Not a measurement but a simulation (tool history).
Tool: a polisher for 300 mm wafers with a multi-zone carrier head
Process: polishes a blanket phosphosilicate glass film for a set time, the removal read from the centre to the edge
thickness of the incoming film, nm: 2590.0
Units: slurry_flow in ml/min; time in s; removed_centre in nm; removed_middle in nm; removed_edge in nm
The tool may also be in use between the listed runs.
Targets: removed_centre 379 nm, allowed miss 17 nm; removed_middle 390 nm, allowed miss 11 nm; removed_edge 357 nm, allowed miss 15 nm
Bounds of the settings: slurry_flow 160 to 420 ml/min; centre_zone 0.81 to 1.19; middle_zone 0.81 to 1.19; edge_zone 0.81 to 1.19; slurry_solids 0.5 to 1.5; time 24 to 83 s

Run 1, hour 0: slurry_flow 270 ml/min, centre_zone 1, middle_zone 1, edge_zone 1, slurry_solids 1, time 53 s. Result: removed_centre 498.32 nm, removed_middle 494.6 nm, removed_edge 498.9 nm.
Run 2, hour 2.9: slurry_flow 270 ml/min, centre_zone 1, middle_zone 1, edge_zone 0.99, slurry_solids 0.95, time 53 s. Result: removed_centre 480.94 nm, removed_middle 486.17 nm, removed_edge 475 nm.
Run 3, hour 8.4: slurry_flow 270 ml/min, centre_zone 1, middle_zone 0.99, edge_zone 0.98, slurry_solids 0.9, time 53 s. Result: removed_centre 483.36 nm, removed_middle 466.63 nm, removed_edge 463.5 nm.
Run 4, hour 12.8: slurry_flow 270 ml/min, centre_zone 1, middle_zone 0.99, edge_zone 0.98, slurry_solids 1, time 53 s. Result: removed_centre 494.28 nm, removed_middle 497.47 nm, removed_edge 481.54 nm.
Run 5, hour 18.3: slurry_flow 270 ml/min, centre_zone 1, middle_zone 0.99, edge_zone 0.93, slurry_solids 1, time 53 s. Result: removed_centre 501.65 nm, removed_middle 490.55 nm, removed_edge 478.94 nm.
Run 6, hour 26.3: slurry_flow 270 ml/min, centre_zone 0.99, middle_zone 0.99, edge_zone 0.92, slurry_solids 0.95, time 53 s. Result: removed_centre 481.46 nm, removed_middle 478.77 nm, removed_edge 457.48 nm.
Run 7, hour 31.4: slurry_flow 270 ml/min, centre_zone 0.98, middle_zone 0.99, edge_zone 0.91, slurry_solids 0.9, time 53 s. Result: removed_centre 471.62 nm, removed_middle 467 nm, removed_edge 449.01 nm.
Run 8, hour 32.5: slurry_flow 270 ml/min, centre_zone 0.97, middle_zone 0.99, edge_zone 0.9, slurry_solids 0.85, time 53 s. Result: removed_centre 454.77 nm, removed_middle 454.15 nm, removed_edge 447.81 nm.
Run 9, hour 33.7: slurry_flow 270 ml/min, centre_zone 0.97, middle_zone 1, edge_zone 0.89, slurry_solids 0.8, time 53 s. Result: removed_centre 423.39 nm, removed_middle 448.45 nm, removed_edge 427.97 nm.
Run 10, hour 41.4: slurry_flow 270 ml/min, centre_zone 0.98, middle_zone 1, edge_zone 0.88, slurry_solids 0.8, time 53 s. Result: removed_centre 445.21 nm, removed_middle 447.6 nm, removed_edge 417.57 nm.
Run 11, hour 48.4: slurry_flow 270 ml/min, centre_zone 0.98, middle_zone 1, edge_zone 0.87, slurry_solids 0.8, time 53 s. Result: removed_centre 439.14 nm, removed_middle 436.33 nm, removed_edge 416.44 nm.
Run 12, hour 56.4: slurry_flow 265 ml/min, centre_zone 0.97, middle_zone 1.04, edge_zone 0.81, slurry_solids 0.55, time 52 s. Result: removed_centre 336.14 nm, removed_middle 359.76 nm, removed_edge 317.09 nm.
Run 13, hour 63.2: slurry_flow 270 ml/min, centre_zone 0.97, middle_zone 1.04, edge_zone 0.82, slurry_solids 0.55, time 52 s. Result: removed_centre 343.53 nm, removed_middle 362.19 nm, removed_edge 320.2 nm.
Run 14, hour 67.2: slurry_flow 275 ml/min, centre_zone 0.97, middle_zone 1.04, edge_zone 0.83, slurry_solids 0.55, time 52 s. Result: removed_centre 338.09 nm, removed_middle 361.48 nm, removed_edge 321.1 nm.
Run 15, hour 71.4: slurry_flow 275 ml/min, centre_zone 0.97, middle_zone 1.04, edge_zone 0.83, slurry_solids 0.55, time 52 s. Result: removed_centre 341.62 nm, removed_middle 359.61 nm, removed_edge 327.29 nm.
Run 16, hour 73.5: slurry_flow 280 ml/min, centre_zone 0.97, middle_zone 1.04, edge_zone 0.83, slurry_solids 0.55, time 52 s. Result: removed_centre 338.51 nm, removed_middle 359.84 nm, removed_edge 323.63 nm.
Run 17, hour 82.4: slurry_flow 285 ml/min, centre_zone 0.98, middle_zone 1.03, edge_zone 0.85, slurry_solids 0.6, time 52 s. Result: removed_centre 370.52 nm, removed_middle 379.42 nm, removed_edge 348.58 nm.

5 next moves are on the table. One of them brings every result within its allowed miss. Which?
Run A, hour 91.3: slurry_flow 295 ml/min, centre_zone 1.06, middle_zone 1.02, edge_zone 0.85, slurry_solids 0.55, time 53 s. Result: removed_centre ?, removed_middle ?, removed_edge ?.
Run B, hour 91.3: slurry_flow 300 ml/min, centre_zone 1.07, middle_zone 1.05, edge_zone 0.84, slurry_solids 0.55, time 52 s. Result: removed_centre ?, removed_middle ?, removed_edge ?.
Run C, hour 91.3: slurry_flow 225 ml/min, centre_zone 0.97, middle_zone 1.01, edge_zone 0.89, slurry_solids 0.6, time 52 s. Result: removed_centre ?, removed_middle ?, removed_edge ?.
Run D, hour 91.3: slurry_flow 280 ml/min, centre_zone 1.06, middle_zone 1.02, edge_zone 0.87, slurry_solids 0.6, time 51 s. Result: removed_centre ?, removed_middle ?, removed_edge ?.
Run E, hour 91.3: slurry_flow 310 ml/min, centre_zone 0.97, middle_zone 1.01, edge_zone 0.83, slurry_solids 0.6, time 54 s. Result: removed_centre ?, removed_middle ?, removed_edge ?.

move  removed_centre  removed_middle  removed_edge
   A           385.3          358.03        336.94
   B          382.41          360.61        329.31
   C          353.19          357.26        347.88
   D          389.77          362.38        344.67
   E          381.65          384.62        361.02
A: further off than the last run
B: further off than the last run
C: further off than the last run
D: further off than the last run
E: meets every target
Answer: E

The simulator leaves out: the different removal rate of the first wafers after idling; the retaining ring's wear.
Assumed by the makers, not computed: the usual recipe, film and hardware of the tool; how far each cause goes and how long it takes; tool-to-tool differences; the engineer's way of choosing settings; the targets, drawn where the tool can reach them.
